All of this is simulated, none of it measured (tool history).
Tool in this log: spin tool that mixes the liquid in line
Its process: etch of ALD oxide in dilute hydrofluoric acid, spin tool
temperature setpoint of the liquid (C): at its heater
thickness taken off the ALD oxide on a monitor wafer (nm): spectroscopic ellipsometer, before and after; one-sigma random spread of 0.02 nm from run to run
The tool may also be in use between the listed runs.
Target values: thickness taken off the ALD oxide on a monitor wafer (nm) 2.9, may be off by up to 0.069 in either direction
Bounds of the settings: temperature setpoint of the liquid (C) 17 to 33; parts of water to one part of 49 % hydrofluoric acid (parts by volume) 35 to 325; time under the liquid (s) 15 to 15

run  hour  temperature setpoint of the liquid (C)  parts of water to one part of 49 % hydrofluoric acid (parts by volume)  time under the liquid (s)  thickness taken off the ALD oxide on a monitor wafer (nm)
  1     0                                      25                                                                     180                         15                                                     2.0554
  2   2.7                                    26.5                                                                     180                         15                                                     2.1492
  3   5.9                                    27.5                                                                     175                         15                                                     2.3435
  4   7.6                                    27.5                                                                     175                         15                                                     2.3286
  5  11.3                                    28.5                                                                     175                         15                                                     2.4166
  6  18.9                                    28.5                                                                     175                         15                                                     2.4188
  7  27.9                                    29.5                                                                     175                         15                                                     2.5029
  8  32.2                                    29.5                                                                     175                         15                                                     2.4976

Which of these 5 next moves meets every target?
  A  36.5                                      27                                                                     135                         15                                                          ?
  B  36.5                                    29.5                                                                     155                         15                                                          ?
  C  36.5                                    28.5                                                                     145                         15                                                          ?
  D  36.5                                    27.5                                                                     185                         15                                                          ?
  E  36.5                                      29                                                                     145                         15                                                          ?

move  thickness taken off the ALD oxide on a monitor wafer (nm)
   A                                                      3.098
   B                                                     2.8837
   C                                                      3.011
   D                                                     2.1667
   E                                                     3.0665
A: the result that was furthest off in the last run now lies on the other side of its target
B: every result lands within tolerance
C: the result that was furthest off in the last run now lies on the other side of its target
D: lands further from the targets than the last run did
E: the result that was furthest off in the last run now lies on the other side of its target
B meets every target.
